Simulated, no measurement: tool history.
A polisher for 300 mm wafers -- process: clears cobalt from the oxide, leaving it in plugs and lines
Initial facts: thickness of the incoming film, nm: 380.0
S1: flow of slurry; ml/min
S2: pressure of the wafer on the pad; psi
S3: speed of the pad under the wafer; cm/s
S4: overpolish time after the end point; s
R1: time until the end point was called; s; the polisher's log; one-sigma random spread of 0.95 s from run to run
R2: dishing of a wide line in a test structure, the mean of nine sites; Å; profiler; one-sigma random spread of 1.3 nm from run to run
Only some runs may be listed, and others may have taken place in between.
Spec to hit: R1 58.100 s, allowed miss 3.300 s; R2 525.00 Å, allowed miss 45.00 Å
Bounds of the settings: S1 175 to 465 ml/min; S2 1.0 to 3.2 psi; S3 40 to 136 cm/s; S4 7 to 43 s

{"run": 1, "day": 0.0, "S1": 295, "S2": 2.1, "S3": 88, "S4": 22, "R1": 88.286, "R2": 462.25}
{"run": 2, "day": 0.021, "S1": 295, "S2": 2.2, "S3": 88, "S4": 22, "R1": 86.609, "R2": 463.8}
{"run": 3, "day": 0.075, "S1": 295, "S2": 2.2, "S3": 96, "S4": 22, "R1": 78.947, "R2": 454.61}
{"run": 4, "day": 0.233, "S1": 295, "S2": 2.2, "S3": 96, "S4": 14, "R1": 81.7, "R2": 385.61}
{"run": 5, "day": 0.596, "S1": 295, "S2": 2.6, "S3": 96, "S4": 14, "R1": 70.781, "R2": 401.02}
{"run": 6, "day": 0.933, "S1": 295, "S2": 2.1, "S3": 96, "S4": 14, "R1": 85.511, "R2": 374.08}
{"run": 7, "day": 1.104, "S1": 295, "S2": 2.2, "S3": 96, "S4": 15, "R1": 81.321, "R2": 381.73}
{"run": 8, "day": 1.196, "S1": 295, "S2": 2.3, "S3": 96, "S4": 16, "R1": 76.279, "R2": 392.08}
{"run": 9, "day": 1.417, "S1": 295, "S2": 2.4, "S3": 96, "S4": 17, "R1": 71.9, "R2": 420.15}
{"run": 10, "day": 1.633, "S1": 295, "S2": 2.5, "S3": 96, "S4": 18, "R1": 70.628, "R2": 466.82}

Below are 5 possible settings for the next run. Only one of them brings all results inside the allowed miss of their targets. Which is it?
{"run": "A", "day": 1.85, "S1": 260, "S2": 2.2, "S3": 92, "S4": 15, "R1": "?", "R2": "?"}
{"run": "B", "day": 1.85, "S1": 330, "S2": 3.2, "S3": 114, "S4": 23, "R1": "?", "R2": "?"}
{"run": "C", "day": 1.85, "S1": 300, "S2": 2.5, "S3": 120, "S4": 25, "R1": "?", "R2": "?"}
{"run": "D", "day": 1.85, "S1": 260, "S2": 3.0, "S3": 102, "S4": 15, "R1": "?", "R2": "?"}
{"run": "E", "day": 1.85, "S1": 265, "S2": 2.4, "S3": 98, "S4": 16, "R1": "?", "R2": "?"}

move=A R1=85.285 R2=378.48
move=B R1=51.465 R2=508.90
move=C R1=60.315 R2=503.67
move=D R1=61.222 R2=437.26
move=E R1=75.404 R2=413.15
A: misses by more than the last run did
B: pushes the last run's worst result past its target
C: in spec on every target
D: gets the furthest-off result to its target, but another result is out of tolerance
E: misses by more than the last run did
The right move is C.
